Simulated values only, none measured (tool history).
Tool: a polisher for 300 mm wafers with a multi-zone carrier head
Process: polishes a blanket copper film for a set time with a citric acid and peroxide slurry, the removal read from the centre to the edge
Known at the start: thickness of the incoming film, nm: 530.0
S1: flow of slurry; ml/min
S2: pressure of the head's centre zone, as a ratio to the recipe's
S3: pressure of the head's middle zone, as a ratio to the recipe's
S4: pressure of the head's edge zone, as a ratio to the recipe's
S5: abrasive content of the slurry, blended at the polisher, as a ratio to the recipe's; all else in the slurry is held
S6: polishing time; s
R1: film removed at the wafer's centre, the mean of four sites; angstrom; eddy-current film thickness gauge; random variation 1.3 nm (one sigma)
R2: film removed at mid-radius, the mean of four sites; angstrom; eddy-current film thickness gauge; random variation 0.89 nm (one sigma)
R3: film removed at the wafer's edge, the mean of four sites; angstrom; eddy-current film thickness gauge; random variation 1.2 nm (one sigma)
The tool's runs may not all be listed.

run,day,S1,S2,S3,S4,S5,S6,R1,R2,R3
1,0,260,1,1,1,1,56,774.62,754.43,785.9
2,0.092,260,1,1,0.92,1,56,801.5,736.29,755.04
3,0.142,260,0.95,1,0.92,1,56,723.94,756.02,741.05
4,0.492,260,1,0.98,0.99,1.1,57,802.02,774.36,815.43
5,0.679,260,1,0.98,0.99,1.1,69,974.57,914.2,979.06
6,0.833,260,1,0.98,1.02,1.1,69,974.63,934.16,985.95
7,0.871,250,1.02,0.93,1.02,1.1,69,1018,895.13,996.42

Forecast run 8:
8,0.992,230,1.06,0.83,1.07,0.95,68,?,?,?

Logged for run 8: R1 981.39 angstrom, R2 769.22 angstrom, R3 971.97 angstrom.
